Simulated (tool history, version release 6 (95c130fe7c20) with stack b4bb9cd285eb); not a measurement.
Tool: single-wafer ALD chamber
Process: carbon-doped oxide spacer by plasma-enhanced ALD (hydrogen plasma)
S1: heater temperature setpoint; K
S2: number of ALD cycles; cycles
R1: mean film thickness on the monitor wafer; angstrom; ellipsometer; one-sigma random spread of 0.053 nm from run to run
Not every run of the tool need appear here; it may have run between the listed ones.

run,hour,S1,S2,R1
1,0,678.15,499,266.52
2,3.6,682.15,478,252.76
3,5.8,686.15,478,249.93
4,14.4,688.15,465,241.86
5,16.7,688.15,507,263.43
6,24.7,683.15,507,266.4

Expected results for the next run?
7,32.5,686.15,484,?

Logged for run 7: R1 252.12 angstrom.
